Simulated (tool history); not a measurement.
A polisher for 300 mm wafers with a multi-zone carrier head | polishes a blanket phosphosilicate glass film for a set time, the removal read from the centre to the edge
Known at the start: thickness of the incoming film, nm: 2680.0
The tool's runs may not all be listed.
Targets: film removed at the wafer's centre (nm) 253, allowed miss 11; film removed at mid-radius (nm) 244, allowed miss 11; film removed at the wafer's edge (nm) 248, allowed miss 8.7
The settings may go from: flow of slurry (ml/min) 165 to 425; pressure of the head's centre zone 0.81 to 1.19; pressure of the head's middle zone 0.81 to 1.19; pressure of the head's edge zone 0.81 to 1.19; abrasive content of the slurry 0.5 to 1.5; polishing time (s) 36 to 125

run	hour	flow of slurry (ml/min)	pressure of the head's centre zone	pressure of the head's middle zone	pressure of the head's edge zone	abrasive content of the slurry	polishing time (s)	film removed at the wafer's centre (nm)	film removed at mid-radius (nm)	film removed at the wafer's edge (nm)
1	0	275	1	1	1	1	80	414.22	399.82	412
2	2.7	275	1	1	1	0.8	80	380.74	376.1	383.88
3	5.3	275	1	1	1	0.65	80	347.07	326.35	340.54
4	13.5	275	1.08	1	1	0.65	80	373.91	334.35	348.27
5	16.7	275	1.08	1	1.04	0.65	80	379.01	324.1	349.33
6	22.5	275	1.06	1	1.02	0.6	74	323.89	302.36	303.95
7	23.3	250	0.99	0.9	0.92	0.5	68	247.33	220.97	239.73
8	24.2	260	0.99	0.92	0.92	0.5	68	246.15	227.64	243.2
9	26.4	265	0.99	0.93	0.92	0.5	68	251.91	226.67	242.3

Which of these 4 next moves meets every target?
A	28.6	225	0.94	0.93	0.84	0.65	64	?	?	?
B	28.6	235	0.87	0.84	1.02	0.5	72	?	?	?
C	28.6	260	0.92	0.91	0.94	0.55	69	?	?	?
D	28.6	325	0.92	0.9	0.99	0.5	72	?	?	?

move	film removed at the wafer's centre (nm)	film removed at mid-radius (nm)	film removed at the wafer's edge (nm)
A	253.78	245.31	246.11
B	232.38	223.29	266.74
C	250.35	242.49	259.91
D	254.26	243.49	268.74
A: meets every target
B: further off than the last run
C: brings the result that was furthest off to its target, and leaves another outside
D: brings the result that was furthest off to its target, and leaves another outside
Answer: A
